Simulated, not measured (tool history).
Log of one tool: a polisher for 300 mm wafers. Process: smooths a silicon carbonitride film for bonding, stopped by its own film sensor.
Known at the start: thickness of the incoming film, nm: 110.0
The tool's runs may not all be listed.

run  hour  flow of slurry (ml/min)  pressure of the wafer on the pad (psi)  speed of the pad under the wafer (m/s)  abrasive content of the slurry  target thickness at which the film sensor stops the polish (angstrom)  time until the film sensor stopped the polish (s)
  1   0.0                      200                                     2.0                                    1.06                             1.0                                                                    950                                             58.657
  2   4.0                      200                                     2.2                                    1.08                             1.0                                                                    950                                             54.566
  3  12.2                      200                                     2.4                                    1.12                             1.0                                                                    950                                             47.761
  4  20.7                      160                                     2.4                                    1.12                             1.0                                                                    950                                             49.863
  5  22.2                      120                                     2.4                                    1.12                             1.0                                                                    950                                             53.657
  6  29.6                      120                                     2.6                                    1.12                             1.0                                                                    950                                             50.868
  7  31.5                      135                                     2.7                                    1.14                             1.0                                                                    950                                             46.053
  8  39.7                      150                                     2.8                                    1.16                             1.0                                                                    950                                             43.326
  9  41.2                      160                                     2.9                                    1.18                             1.0                                                                    950                                             39.987

Run 10 is up next; what results do you expect?
 10  44.5                      170                                     3.1                                    1.28                             1.0                                                                    950                                                  ?

{"run 10": {"time until the film sensor stopped the polish (s)": 35.622}}

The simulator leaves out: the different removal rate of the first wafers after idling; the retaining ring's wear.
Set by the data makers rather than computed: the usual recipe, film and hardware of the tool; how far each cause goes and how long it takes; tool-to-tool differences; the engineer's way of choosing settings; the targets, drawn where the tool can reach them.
